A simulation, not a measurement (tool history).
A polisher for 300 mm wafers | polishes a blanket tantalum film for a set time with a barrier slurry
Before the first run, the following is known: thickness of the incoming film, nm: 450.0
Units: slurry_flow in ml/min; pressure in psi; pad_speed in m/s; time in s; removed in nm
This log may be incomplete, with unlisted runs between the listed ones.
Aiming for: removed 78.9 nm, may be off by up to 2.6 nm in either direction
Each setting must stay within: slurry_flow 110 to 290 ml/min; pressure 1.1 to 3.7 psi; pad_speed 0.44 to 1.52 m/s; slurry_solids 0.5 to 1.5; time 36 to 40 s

run 1 day=0 | slurry_flow=185 pressure=2.4 pad_speed=0.98 slurry_solids=1 time=40 | removed=64.303
run 2 day=0.142 | slurry_flow=190 pressure=2.5 pad_speed=0.98 slurry_solids=1 time=40 | removed=69.081
run 3 day=0.467 | slurry_flow=205 pressure=2.6 pad_speed=0.98 slurry_solids=1 time=40 | removed=72.814
run 4 day=0.808 | slurry_flow=205 pressure=2.6 pad_speed=0.98 slurry_solids=1.2 time=40 | removed=75.975
run 5 day=0.85 | slurry_flow=205 pressure=2.6 pad_speed=0.82 slurry_solids=1.2 time=40 | removed=63.315
run 6 day=0.996 | slurry_flow=215 pressure=2.7 pad_speed=0.82 slurry_solids=1.2 time=40 | removed=66.06
run 7 day=1.183 | slurry_flow=215 pressure=2.8 pad_speed=0.82 slurry_solids=1.2 time=40 | removed=68.28
run 8 day=1.379 | slurry_flow=215 pressure=2.8 pad_speed=0.82 slurry_solids=1.2 time=40 | removed=69.174
run 9 day=1.692 | slurry_flow=220 pressure=2.9 pad_speed=0.82 slurry_solids=1.2 time=40 | removed=70.681
run 10 day=2.046 | slurry_flow=220 pressure=3 pad_speed=0.82 slurry_solids=1.2 time=40 | removed=73.143
run 11 day=2.417 | slurry_flow=225 pressure=3.1 pad_speed=0.82 slurry_solids=1.2 time=40 | removed=74.913

4 candidate next runs follow, results not yet known. Just one meets every target within its allowed miss. Identify it.
run A day=2.788 | slurry_flow=220 pressure=3.4 pad_speed=0.84 slurry_solids=1.05 time=36 | removed=?
run B day=2.788 | slurry_flow=215 pressure=3.2 pad_speed=0.8 slurry_solids=1.25 time=38 | removed=?
run C day=2.788 | slurry_flow=205 pressure=3 pad_speed=0.8 slurry_solids=1.3 time=40 | removed=?
run D day=2.788 | slurry_flow=205 pressure=3.2 pad_speed=0.82 slurry_solids=1.3 time=40 | removed=?

move=A removed=73.113
move=B removed=71.855
move=C removed=71.166
move=D removed=77.58
A: lands further from the targets than the last run did
B: lands further from the targets than the last run did
C: lands further from the targets than the last run did
D: in spec on every target
Answer: D
